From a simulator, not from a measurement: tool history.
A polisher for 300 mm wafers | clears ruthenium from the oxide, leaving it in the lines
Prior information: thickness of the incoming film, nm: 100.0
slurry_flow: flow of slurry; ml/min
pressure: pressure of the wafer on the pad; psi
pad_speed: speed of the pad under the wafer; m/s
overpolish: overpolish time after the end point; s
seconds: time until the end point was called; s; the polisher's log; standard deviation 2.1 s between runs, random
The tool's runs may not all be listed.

run	day	slurry_flow	pressure	pad_speed	overpolish	seconds
1	0	175	2.6	0.88	7	90.595
2	0.358	175	2.6	0.88	5	91.26
3	0.475	175	2.4	0.88	5	98.084
4	0.512	175	2.4	0.88	5	97.306
5	0.625	175	2.6	0.88	5	90.876
6	0.696	175	2.4	0.88	5	95.484

Expected results for the next run?
7	0.783	175	2.2	0.86	5	?

seconds: 101.51 s

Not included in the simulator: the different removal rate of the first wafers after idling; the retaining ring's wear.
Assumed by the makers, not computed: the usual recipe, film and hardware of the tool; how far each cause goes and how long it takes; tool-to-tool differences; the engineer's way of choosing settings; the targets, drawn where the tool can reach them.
